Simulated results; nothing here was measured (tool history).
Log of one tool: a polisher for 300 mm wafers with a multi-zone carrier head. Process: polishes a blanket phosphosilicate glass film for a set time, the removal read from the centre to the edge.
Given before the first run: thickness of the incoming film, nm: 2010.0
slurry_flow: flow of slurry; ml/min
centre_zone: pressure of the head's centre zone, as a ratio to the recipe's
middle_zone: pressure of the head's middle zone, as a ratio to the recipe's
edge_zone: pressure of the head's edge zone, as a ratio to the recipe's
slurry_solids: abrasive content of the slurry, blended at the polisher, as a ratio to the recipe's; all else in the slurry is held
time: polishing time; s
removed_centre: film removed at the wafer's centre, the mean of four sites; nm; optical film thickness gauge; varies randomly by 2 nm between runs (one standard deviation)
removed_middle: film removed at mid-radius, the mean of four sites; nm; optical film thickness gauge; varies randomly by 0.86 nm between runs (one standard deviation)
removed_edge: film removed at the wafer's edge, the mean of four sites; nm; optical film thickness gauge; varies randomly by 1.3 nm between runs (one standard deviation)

run 1 day=0.000 | slurry_flow=185 centre_zone=1.00 middle_zone=1.00 edge_zone=1.00 slurry_solids=1.00 time=55 | removed_centre=276.74 removed_middle=269.00 removed_edge=261.88
run 2 day=0.146 | slurry_flow=185 centre_zone=0.96 middle_zone=1.00 edge_zone=1.00 slurry_solids=1.00 time=55 | removed_centre=262.03 removed_middle=269.71 removed_edge=260.82
run 3 day=0.229 | slurry_flow=185 centre_zone=0.88 middle_zone=1.00 edge_zone=1.00 slurry_solids=1.00 time=55 | removed_centre=241.23 removed_middle=264.96 removed_edge=256.47
run 4 day=0.467 | slurry_flow=185 centre_zone=0.85 middle_zone=1.00 edge_zone=1.00 slurry_solids=1.00 time=55 | removed_centre=238.69 removed_middle=270.29 removed_edge=258.66
run 5 day=0.612 | slurry_flow=180 centre_zone=0.85 middle_zone=0.97 edge_zone=0.99 slurry_solids=0.90 time=53 | removed_centre=205.51 removed_middle=234.32 removed_edge=231.70
run 6 day=0.762 | slurry_flow=180 centre_zone=0.81 middle_zone=0.97 edge_zone=0.99 slurry_solids=0.90 time=53 | removed_centre=197.76 removed_middle=235.31 removed_edge=234.19
run 7 day=1.075 | slurry_flow=175 centre_zone=0.84 middle_zone=0.95 edge_zone=0.96 slurry_solids=0.85 time=52 | removed_centre=190.86 removed_middle=215.91 removed_edge=217.56
run 8 day=1.267 | slurry_flow=170 centre_zone=0.85 middle_zone=0.93 edge_zone=0.94 slurry_solids=0.80 time=51 | removed_centre=184.69 removed_middle=200.09 removed_edge=203.85
run 9 day=1.538 | slurry_flow=120 centre_zone=0.81 middle_zone=0.83 edge_zone=0.84 slurry_solids=0.55 time=46 | removed_centre=103.09 removed_middle=107.52 removed_edge=116.46
run 10 day=1.617 | slurry_flow=140 centre_zone=0.82 middle_zone=0.83 edge_zone=0.85 slurry_solids=0.55 time=46 | removed_centre=106.11 removed_middle=111.93 removed_edge=120.35
run 11 day=1.933 | slurry_flow=155 centre_zone=0.84 middle_zone=0.83 edge_zone=0.87 slurry_solids=0.55 time=46 | removed_centre=113.36 removed_middle=114.50 removed_edge=123.11
run 12 day=1.958 | slurry_flow=170 centre_zone=0.84 middle_zone=0.83 edge_zone=0.89 slurry_solids=0.55 time=46 | removed_centre=115.72 removed_middle=115.26 removed_edge=124.81

Run 13 comes next. What will it give?
run 13 day=2.212 | slurry_flow=175 centre_zone=0.84 middle_zone=0.84 edge_zone=0.92 slurry_solids=0.55 time=46 | removed_centre=? removed_middle=? removed_edge=?

removed_centre: 116.33 nm
removed_middle: 117.43 nm
removed_edge: 128.83 nm
